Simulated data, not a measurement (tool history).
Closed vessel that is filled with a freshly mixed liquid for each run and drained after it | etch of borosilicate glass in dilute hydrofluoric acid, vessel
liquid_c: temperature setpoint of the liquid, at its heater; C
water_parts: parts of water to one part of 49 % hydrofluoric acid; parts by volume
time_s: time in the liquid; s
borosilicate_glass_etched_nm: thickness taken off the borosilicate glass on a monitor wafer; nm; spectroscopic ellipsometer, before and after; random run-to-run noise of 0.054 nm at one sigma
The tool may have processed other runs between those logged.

Run 1, hour 0: liquid_c 22 C, water_parts 295 parts by volume, time_s 105 s. Result: borosilicate_glass_etched_nm 12.526 nm.
Run 2, hour 2.5: liquid_c 22 C, water_parts 340 parts by volume, time_s 105 s. Result: borosilicate_glass_etched_nm 10.513 nm.
Run 3, hour 10.6: liquid_c 22 C, water_parts 305 parts by volume, time_s 105 s. Result: borosilicate_glass_etched_nm 12.066 nm.
Run 4, hour 18.6: liquid_c 20.5 C, water_parts 305 parts by volume, time_s 105 s. Result: borosilicate_glass_etched_nm 11.542 nm.
Run 5, hour 21.6: liquid_c 19.5 C, water_parts 310 parts by volume, time_s 105 s. Result: borosilicate_glass_etched_nm 10.838 nm.
Run 6, hour 28.4: liquid_c 19.5 C, water_parts 390 parts by volume, time_s 105 s. Result: borosilicate_glass_etched_nm 8.0652 nm.
Run 7, hour 31: liquid_c 21.5 C, water_parts 390 parts by volume, time_s 105 s. Result: borosilicate_glass_etched_nm 8.6399 nm.

Estimate the outcome of run 8 from the log above:
Run 8, hour 35.4: liquid_c 23 C, water_parts 390 parts by volume, time_s 105 s. Result: borosilicate_glass_etched_nm ?.

Run 8 gave borosilicate_glass_etched_nm 9.0462 nm.
